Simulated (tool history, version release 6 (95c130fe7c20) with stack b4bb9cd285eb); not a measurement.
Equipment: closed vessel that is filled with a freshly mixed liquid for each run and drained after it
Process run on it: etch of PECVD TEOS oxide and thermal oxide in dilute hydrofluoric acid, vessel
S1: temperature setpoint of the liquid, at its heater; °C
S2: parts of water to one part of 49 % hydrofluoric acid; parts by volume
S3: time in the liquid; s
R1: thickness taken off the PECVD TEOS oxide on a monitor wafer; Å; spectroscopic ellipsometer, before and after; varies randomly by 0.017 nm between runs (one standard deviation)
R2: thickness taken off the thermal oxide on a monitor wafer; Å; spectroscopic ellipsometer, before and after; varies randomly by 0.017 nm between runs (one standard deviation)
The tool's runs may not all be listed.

| run | hour | S1 | S2 | S3 | R1 | R2 |
|---|---|---|---|---|---|---|
| 1 | 0 | 25 | 270 | 190 | 77.992 | 31.86 |
| 2 | 4.4 | 25 | 270 | 245 | 100.65 | 40.824 |
| 3 | 9.6 | 27.5 | 270 | 245 | 109.35 | 44.228 |
| 4 | 11.3 | 24.5 | 300 | 245 | 86.345 | 34.919 |
| 5 | 20.1 | 22 | 320 | 245 | 72.471 | 29.186 |
| 6 | 23.8 | 20.5 | 330 | 245 | 66.323 | 26.974 |

Estimate the outcome of run 7 from the log above:
| 7 | 32.4 | 19.5 | 340 | 245 | ? | ? |

R1: 61.465 Å
R2: 24.937 Å
